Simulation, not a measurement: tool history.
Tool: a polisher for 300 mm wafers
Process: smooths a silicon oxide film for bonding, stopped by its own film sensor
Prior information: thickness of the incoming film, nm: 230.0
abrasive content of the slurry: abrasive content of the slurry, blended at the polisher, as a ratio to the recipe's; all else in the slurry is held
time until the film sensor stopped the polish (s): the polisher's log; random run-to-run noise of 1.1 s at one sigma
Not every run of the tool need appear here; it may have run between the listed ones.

run,hour,flow of slurry (ml/min),pressure of the wafer on the pad (kPa),speed of the pad under the wafer (m/s),abrasive content of the slurry,target thickness at which the film sensor stops the polish (Å),time until the film sensor stopped the polish (s)
1,0.0,245,13.8,1.12,1.0,1620,106.270
2,2.9,245,14.5,1.12,1.0,1620,103.270
3,8.1,245,15.2,1.12,1.0,1620,97.647
4,16.9,270,15.2,1.12,1.0,1620,96.594
5,22.2,270,15.2,1.12,1.1,1620,90.560
6,28.6,270,15.2,0.92,1.1,1620,105.390

The next listed run, before its measurement:
7,34.5,270,15.9,0.92,1.1,1620,?

time until the film sensor stopped the polish (s): 102.180
